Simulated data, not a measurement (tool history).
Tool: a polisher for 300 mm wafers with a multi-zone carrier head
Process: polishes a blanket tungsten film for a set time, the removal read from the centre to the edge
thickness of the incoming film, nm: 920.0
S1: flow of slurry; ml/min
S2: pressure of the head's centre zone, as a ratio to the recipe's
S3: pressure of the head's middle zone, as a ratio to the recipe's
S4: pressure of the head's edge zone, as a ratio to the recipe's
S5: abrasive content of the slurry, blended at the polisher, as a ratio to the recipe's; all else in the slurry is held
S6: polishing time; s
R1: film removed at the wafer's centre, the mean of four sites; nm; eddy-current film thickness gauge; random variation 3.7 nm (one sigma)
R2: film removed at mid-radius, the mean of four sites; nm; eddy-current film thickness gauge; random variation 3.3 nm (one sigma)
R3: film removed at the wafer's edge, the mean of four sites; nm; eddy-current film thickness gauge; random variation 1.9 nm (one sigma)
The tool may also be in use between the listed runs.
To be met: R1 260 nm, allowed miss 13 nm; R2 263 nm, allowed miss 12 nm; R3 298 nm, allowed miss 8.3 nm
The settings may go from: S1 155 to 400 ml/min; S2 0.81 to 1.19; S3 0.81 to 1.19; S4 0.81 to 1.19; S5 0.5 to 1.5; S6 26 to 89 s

run	hour	S1	S2	S3	S4	S5	S6	R1	R2	R3
1	0	255	1	1	1	1	57	254.02	263.64	264.4
2	6.8	255	1	1.04	1	1	57	260.38	278.58	261.46
3	7.8	255	1	1.09	1	1	57	266.44	287.9	262.43
4	11.2	255	1	1.05	1.04	1.05	57	266.25	276.13	271.68
5	12	255	0.93	1.05	1.04	1.05	57	245.3	286.88	268.07
6	19.7	260	0.94	1.03	1.07	1.05	57	247.66	277.88	276.62
7	25.7	265	0.95	1.02	1.09	1.05	57	254.07	272.08	278.52
8	34.5	265	0.95	1.01	1.11	1.05	57	255.14	272.7	279.71

Which of these 5 next moves meets every target?
A	43.3	260	1.09	1.14	1.16	0.9	58	?	?	?
B	43.3	225	0.89	1.03	1.04	0.75	60	?	?	?
C	43.3	240	1.02	0.86	1.19	1.2	55	?	?	?
D	43.3	300	1	1.12	1.09	1.15	50	?	?	?
E	43.3	230	0.91	0.88	1.06	1.5	59	?	?	?

move	R1	R2	R3
A	278.2	297.26	282
B	225.6	268.24	263.95
C	258.09	232.24	284.82
D	235.67	268.61	249.6
E	258.59	264.13	299.74
A: further off than the last run
B: further off than the last run
C: further off than the last run
D: further off than the last run
E: meets every target
Move E is the one to make.

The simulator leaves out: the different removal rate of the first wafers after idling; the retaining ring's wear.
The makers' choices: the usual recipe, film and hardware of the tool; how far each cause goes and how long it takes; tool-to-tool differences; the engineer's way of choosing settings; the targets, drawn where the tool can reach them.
